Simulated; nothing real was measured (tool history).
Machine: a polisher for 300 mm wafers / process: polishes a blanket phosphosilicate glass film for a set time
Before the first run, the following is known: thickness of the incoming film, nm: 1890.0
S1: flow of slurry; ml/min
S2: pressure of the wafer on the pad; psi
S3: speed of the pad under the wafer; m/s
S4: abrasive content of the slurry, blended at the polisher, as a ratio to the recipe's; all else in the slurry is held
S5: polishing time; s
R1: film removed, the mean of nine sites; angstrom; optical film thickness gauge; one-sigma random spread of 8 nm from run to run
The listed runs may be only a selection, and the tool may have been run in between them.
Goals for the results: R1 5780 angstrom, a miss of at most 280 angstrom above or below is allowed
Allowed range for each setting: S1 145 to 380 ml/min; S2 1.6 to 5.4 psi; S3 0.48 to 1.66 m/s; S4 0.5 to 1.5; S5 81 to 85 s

run	hour	S1	S2	S3	S4	S5	R1
1	0	245	3.5	1.06	1	81	7132.1
2	8.2	245	3.5	1.06	1.1	81	7774.9
3	12.5	245	3.3	1.06	1.1	81	7236.4
4	20.6	245	3.2	1.06	1.1	81	7000.4
5	28.1	245	3.2	1.2	1.1	81	7871.3
6	34.7	245	3	1.2	1.1	81	7229.5
7	36.9	245	2.9	1.2	1.1	81	7126
8	39	245	2.1	1.18	1.1	81	5120.7
9	42.7	245	2.2	1.18	1.1	81	5465.6

4 candidate next runs follow, results not yet known. Just one meets every target within its allowed miss. Identify it.
A	46.4	235	2.3	1.24	0.95	81	?
B	46.4	265	1.8	1.32	1.15	83	?
C	46.4	200	1.9	1.24	1.3	81	?
D	46.4	205	2	1.26	1.3	84	?

move	R1
A	5292.9
B	5091.7
C	5136.9
D	5679.1
A: moves away from the targets compared with the last run
B: moves away from the targets compared with the last run
C: moves away from the targets compared with the last run
D: each result inside its tolerance
The right move is D.
